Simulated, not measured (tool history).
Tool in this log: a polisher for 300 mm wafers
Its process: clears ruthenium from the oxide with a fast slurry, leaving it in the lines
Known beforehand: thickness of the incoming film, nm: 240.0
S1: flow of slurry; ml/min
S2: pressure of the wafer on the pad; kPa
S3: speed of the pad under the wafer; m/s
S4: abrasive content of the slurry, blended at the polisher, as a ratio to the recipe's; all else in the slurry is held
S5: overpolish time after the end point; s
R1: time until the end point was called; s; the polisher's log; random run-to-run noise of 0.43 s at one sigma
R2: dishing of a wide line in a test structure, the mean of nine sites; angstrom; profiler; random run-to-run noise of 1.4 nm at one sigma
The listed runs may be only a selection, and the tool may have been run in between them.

run  hour   S1    S2    S3  S4  S5      R1      R2
  1     0  195  22.8     1   1  10  44.964  324.54
  2   5.5  195  24.8     1   1  11  42.113  392.95
  3  12.1  195    29     1   1  11  37.317  426.61
  4  19.6  195  30.3     1   1  11  35.103  413.73
  5  23.5  195    31     1   1  12  34.772  458.53
  6  30.4  195    31  0.76   1  12  43.978  381.89
  7  35.1  195    31  0.76   1  12  44.838  377.75
  8  35.6  195  31.7  0.82   1  12  40.246  407.64
  9  39.5  195  32.4  0.86   1  12   38.32  432.66
 10    48  195  33.1   0.9   1  12  35.952  473.71

For run 11, what comes out?
 11  50.7  200  35.9   1   1  12   ?   ?

{"run 11": {"R1": 29.903, "R2": 509.01}}
